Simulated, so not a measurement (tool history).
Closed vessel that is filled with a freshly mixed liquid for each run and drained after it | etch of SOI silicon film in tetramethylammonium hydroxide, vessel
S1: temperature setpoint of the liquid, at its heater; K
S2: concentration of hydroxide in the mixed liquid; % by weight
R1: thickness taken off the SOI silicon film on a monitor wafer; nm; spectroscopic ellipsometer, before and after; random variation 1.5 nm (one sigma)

run 1 hour=0 | S1=334.15 S2=16.5 time_in_the_liquid_(s)=85 | R1=298.54
run 2 hour=8.5 | S1=333.15 S2=16.5 time_in_the_liquid_(s)=85 | R1=281.53
run 3 hour=13.3 | S1=332.65 S2=16.5 time_in_the_liquid_(s)=85 | R1=269.85
run 4 hour=21.3 | S1=332.65 S2=18 time_in_the_liquid_(s)=85 | R1=262.19
run 5 hour=24.6 | S1=332.65 S2=18 time_in_the_liquid_(s)=85 | R1=259.66
run 6 hour=27.8 | S1=332.65 S2=15 time_in_the_liquid_(s)=85 | R1=276.87
run 7 hour=35.7 | S1=332.15 S2=15 time_in_the_liquid_(s)=85 | R1=269.86
run 8 hour=42.8 | S1=331.65 S2=15 time_in_the_liquid_(s)=85 | R1=260.98

Forecast run 9:
run 9 hour=46.4 | S1=331.15 S2=15 time_in_the_liquid_(s)=85 | R1=?

R1: 250.02 nm

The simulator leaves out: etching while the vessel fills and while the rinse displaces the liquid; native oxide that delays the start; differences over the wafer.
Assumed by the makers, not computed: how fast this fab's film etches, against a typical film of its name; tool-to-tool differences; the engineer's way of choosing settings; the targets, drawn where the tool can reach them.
